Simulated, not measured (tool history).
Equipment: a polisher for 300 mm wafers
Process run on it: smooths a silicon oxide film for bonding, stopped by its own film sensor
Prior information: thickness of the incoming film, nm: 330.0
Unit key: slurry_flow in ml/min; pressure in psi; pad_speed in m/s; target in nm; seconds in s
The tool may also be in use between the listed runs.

{"run": 1, "hour": 0.0, "slurry_flow": 290, "pressure": 2.4, "pad_speed": 0.86, "slurry_solids": 1, "target": 223, "seconds": 125.29}
{"run": 2, "hour": 6.0, "slurry_flow": 240, "pressure": 2.4, "pad_speed": 0.86, "slurry_solids": 1, "target": 223, "seconds": 126.56}
{"run": 3, "hour": 8.4, "slurry_flow": 240, "pressure": 2.4, "pad_speed": 0.98, "slurry_solids": 1, "target": 223, "seconds": 114.43}
{"run": 4, "hour": 16.8, "slurry_flow": 240, "pressure": 2.7, "pad_speed": 1, "slurry_solids": 1, "target": 223, "seconds": 103.18}
{"run": 5, "hour": 23.5, "slurry_flow": 240, "pressure": 2.7, "pad_speed": 1, "slurry_solids": 1, "target": 223, "seconds": 102.18}
{"run": 6, "hour": 27.2, "slurry_flow": 240, "pressure": 2.9, "pad_speed": 1.04, "slurry_solids": 1, "target": 223, "seconds": 92.599}

Run 7 is up next; what results do you expect?
{"run": 7, "hour": 32.5, "slurry_flow": 240, "pressure": 3.5, "pad_speed": 1.12, "slurry_solids": 1, "target": 223, "seconds": "?"}

seconds: 73.487 s
